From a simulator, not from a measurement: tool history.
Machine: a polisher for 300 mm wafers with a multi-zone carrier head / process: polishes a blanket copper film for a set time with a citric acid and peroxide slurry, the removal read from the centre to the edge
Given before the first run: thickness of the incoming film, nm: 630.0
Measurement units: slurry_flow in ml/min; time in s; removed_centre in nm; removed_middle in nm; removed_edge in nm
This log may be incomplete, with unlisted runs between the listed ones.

run 1 day=0 | slurry_flow=125 centre_zone=1 middle_zone=1 edge_zone=1 slurry_solids=1 time=83 | removed_centre=137.12 removed_middle=136.26 removed_edge=141.14
run 2 day=0.021 | slurry_flow=135 centre_zone=0.97 middle_zone=1.02 edge_zone=1.05 slurry_solids=1.1 time=84 | removed_centre=138.24 removed_middle=145.48 removed_edge=153.34
run 3 day=0.329 | slurry_flow=135 centre_zone=0.97 middle_zone=1.02 edge_zone=1.05 slurry_solids=1.1 time=101 | removed_centre=170.63 removed_middle=178.14 removed_edge=185.71
run 4 day=0.696 | slurry_flow=130 centre_zone=0.95 middle_zone=1.03 edge_zone=1.05 slurry_solids=1.1 time=101 | removed_centre=159.51 removed_middle=176.45 removed_edge=181.29
-- day=0.904 slurry nozzle cleaned
run 5 day=0.904 | slurry_flow=130 centre_zone=1.02 middle_zone=1.03 edge_zone=1.05 slurry_solids=1.1 time=101 | removed_centre=194.19 removed_middle=194.19 removed_edge=191.25
run 6 day=1.021 | slurry_flow=105 centre_zone=1.02 middle_zone=1.03 edge_zone=1.05 slurry_solids=1.1 time=101 | removed_centre=179.87 removed_middle=185.21 removed_edge=186.15

What does the tool deliver on the next run?
run 7 day=1.271 | slurry_flow=100 centre_zone=1 middle_zone=1.04 edge_zone=1.06 slurry_solids=1.1 time=101 | removed_centre=? removed_middle=? removed_edge=?

Logged for run 7: removed_centre 177.23 nm, removed_middle 181.91 nm, removed_edge 186.65 nm.

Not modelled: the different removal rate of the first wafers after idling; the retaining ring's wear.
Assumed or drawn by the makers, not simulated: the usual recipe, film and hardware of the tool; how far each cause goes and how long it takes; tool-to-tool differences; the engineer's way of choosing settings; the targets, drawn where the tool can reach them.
